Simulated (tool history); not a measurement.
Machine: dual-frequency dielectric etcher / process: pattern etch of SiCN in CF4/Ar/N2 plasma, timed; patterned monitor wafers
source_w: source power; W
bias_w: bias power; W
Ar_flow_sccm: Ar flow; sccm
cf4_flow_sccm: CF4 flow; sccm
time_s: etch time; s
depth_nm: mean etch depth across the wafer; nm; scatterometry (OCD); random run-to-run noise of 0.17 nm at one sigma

Run 1, day 0: source_w 470 W, bias_w 51 W, Ar_flow_sccm 93 sccm, cf4_flow_sccm 46 sccm, time_s 56 s. Result: depth_nm 34.809 nm.
Run 2, day 0.117: source_w 410 W, bias_w 51 W, Ar_flow_sccm 93 sccm, cf4_flow_sccm 46 sccm, time_s 56 s. Result: depth_nm 30.247 nm.
Run 3, day 0.15: source_w 470 W, bias_w 51 W, Ar_flow_sccm 93 sccm, cf4_flow_sccm 46 sccm, time_s 56 s. Result: depth_nm 34.93 nm.
Run 4, day 0.221: source_w 450 W, bias_w 51 W, Ar_flow_sccm 93 sccm, cf4_flow_sccm 46 sccm, time_s 56 s. Result: depth_nm 33.265 nm.
Run 5, day 0.304: source_w 430 W, bias_w 51 W, Ar_flow_sccm 93 sccm, cf4_flow_sccm 46 sccm, time_s 56 s. Result: depth_nm 31.451 nm.
Run 6, day 0.638: source_w 410 W, bias_w 51 W, Ar_flow_sccm 93 sccm, cf4_flow_sccm 46 sccm, time_s 56 s. Result: depth_nm 30.416 nm.
Run 7, day 0.775: source_w 400 W, bias_w 51 W, Ar_flow_sccm 93 sccm, cf4_flow_sccm 46 sccm, time_s 56 s. Result: depth_nm 28.976 nm.

For run 8, what comes out?
Run 8, day 0.808: source_w 330 W, bias_w 50 W, Ar_flow_sccm 93 sccm, cf4_flow_sccm 46 sccm, time_s 56 s. Result: depth_nm ?.

{"run 8": {"depth_nm": 23.404}}

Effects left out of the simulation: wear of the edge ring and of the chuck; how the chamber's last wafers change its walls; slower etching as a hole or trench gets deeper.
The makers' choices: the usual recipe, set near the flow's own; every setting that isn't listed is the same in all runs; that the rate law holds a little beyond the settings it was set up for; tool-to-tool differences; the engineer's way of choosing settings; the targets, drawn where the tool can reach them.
